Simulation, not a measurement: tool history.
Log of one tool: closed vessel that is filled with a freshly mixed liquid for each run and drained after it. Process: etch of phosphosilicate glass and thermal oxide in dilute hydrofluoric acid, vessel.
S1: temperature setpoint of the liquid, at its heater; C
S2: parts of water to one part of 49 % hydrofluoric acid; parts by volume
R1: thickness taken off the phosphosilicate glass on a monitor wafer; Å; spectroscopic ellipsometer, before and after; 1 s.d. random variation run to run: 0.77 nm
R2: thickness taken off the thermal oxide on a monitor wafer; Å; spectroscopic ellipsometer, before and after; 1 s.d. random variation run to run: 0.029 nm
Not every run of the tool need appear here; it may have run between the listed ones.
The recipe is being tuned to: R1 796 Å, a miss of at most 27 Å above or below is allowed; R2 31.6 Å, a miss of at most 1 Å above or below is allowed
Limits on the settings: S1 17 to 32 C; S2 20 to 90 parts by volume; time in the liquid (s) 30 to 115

Run 1, hour 0: S1 24 C, S2 50 parts by volume, time in the liquid (s) 60. Result: R1 1553 Å, R2 61.4 Å.
Run 2, hour 8.1: S1 26 C, S2 50 parts by volume, time in the liquid (s) 60. Result: R1 1687.1 Å, R2 66.497 Å.
Run 3, hour 11.1: S1 26 C, S2 50 parts by volume, time in the liquid (s) 85. Result: R1 2334.8 Å, R2 93.939 Å.
Run 4, hour 12.2: S1 29.5 C, S2 50 parts by volume, time in the liquid (s) 85. Result: R1 2694.2 Å, R2 108.75 Å.
Run 5, hour 15.7: S1 26.5 C, S2 60 parts by volume, time in the liquid (s) 85. Result: R1 2026.9 Å, R2 79.038 Å.
Run 6, hour 24.6: S1 26.5 C, S2 60 parts by volume, time in the liquid (s) 105. Result: R1 2451.6 Å, R2 98.461 Å.
Run 7, hour 26.4: S1 24 C, S2 70 parts by volume, time in the liquid (s) 105. Result: R1 1888.2 Å, R2 74.071 Å.
Run 8, hour 34.2: S1 22 C, S2 75 parts by volume, time in the liquid (s) 100. Result: R1 1525.1 Å, R2 61.209 Å.
Run 9, hour 36.8: S1 23 C, S2 90 parts by volume, time in the liquid (s) 70. Result: R1 922.12 Å, R2 36.944 Å.

Exercise: of the 4 proposed moves below, exactly one satisfies all targets within the stated allowed misses. Which move is it?
Run A, hour 39.4: S1 26 C, S2 90 parts by volume, time in the liquid (s) 50. Result: R1 ?, R2 ?.
Run B, hour 39.4: S1 20 C, S2 90 parts by volume, time in the liquid (s) 65. Result: R1 ?, R2 ?.
Run C, hour 39.4: S1 25.5 C, S2 90 parts by volume, time in the liquid (s) 55. Result: R1 ?, R2 ?.
Run D, hour 39.4: S1 32 C, S2 80 parts by volume, time in the liquid (s) 35. Result: R1 ?, R2 ?.

move      R1      R2
   A  730.31  29.139
   B  745.63   29.75
   C  787.71  31.429
   D   734.2  29.294
A: carries the result that was furthest off beyond its target, to the other side
B: carries the result that was furthest off beyond its target, to the other side
C: every result within its allowed miss
D: carries the result that was furthest off beyond its target, to the other side
The right move is C.
